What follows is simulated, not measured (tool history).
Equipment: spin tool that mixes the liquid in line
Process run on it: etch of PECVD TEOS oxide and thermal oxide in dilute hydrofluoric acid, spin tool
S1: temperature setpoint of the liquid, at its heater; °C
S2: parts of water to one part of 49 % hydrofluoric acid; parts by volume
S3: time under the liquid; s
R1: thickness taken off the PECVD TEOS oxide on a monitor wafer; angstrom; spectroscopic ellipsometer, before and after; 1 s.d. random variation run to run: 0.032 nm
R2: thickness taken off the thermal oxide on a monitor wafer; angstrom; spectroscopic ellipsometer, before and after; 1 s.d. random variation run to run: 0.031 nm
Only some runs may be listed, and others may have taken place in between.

{"run": 1, "hour": 0.0, "S1": 25.0, "S2": 240, "S3": 90, "R1": 73.222, "R2": 17.78}
{"run": 2, "hour": 2.4, "S1": 24.0, "S2": 240, "S3": 90, "R1": 70.165, "R2": 16.307}
{"run": 3, "hour": 6.6, "S1": 27.0, "S2": 240, "S3": 90, "R1": 77.694, "R2": 19.177}
{"run": 4, "hour": 8.3, "S1": 26.0, "S2": 245, "S3": 90, "R1": 73.22, "R2": 17.84}
{"run": 5, "hour": 12.0, "S1": 25.5, "S2": 245, "S3": 90, "R1": 72.062, "R2": 17.579}
{"run": 6, "hour": 16.8, "S1": 25.0, "S2": 245, "S3": 90, "R1": 70.513, "R2": 16.75}
{"run": 7, "hour": 22.2, "S1": 24.5, "S2": 250, "S3": 90, "R1": 67.782, "R2": 16.097}
{"hour": 26.4, "done": "hydrofluoric acid flow meter replaced"}
{"run": 8, "hour": 26.4, "S1": 24.0, "S2": 250, "S3": 90, "R1": 62.031, "R2": 14.725}
{"run": 9, "hour": 27.6, "S1": 23.5, "S2": 250, "S3": 90, "R1": 60.825, "R2": 14.753}
{"run": 10, "hour": 31.0, "S1": 23.0, "S2": 250, "S3": 90, "R1": 59.811, "R2": 14.771}

Run 11 has not been measured yet. What should we expect?
{"run": 11, "hour": 34.9, "S1": 22.5, "S2": 250, "S3": 90, "R1": "?", "R2": "?"}

Run 11 yielded R1 58.734 angstrom, R2 14.017 angstrom.
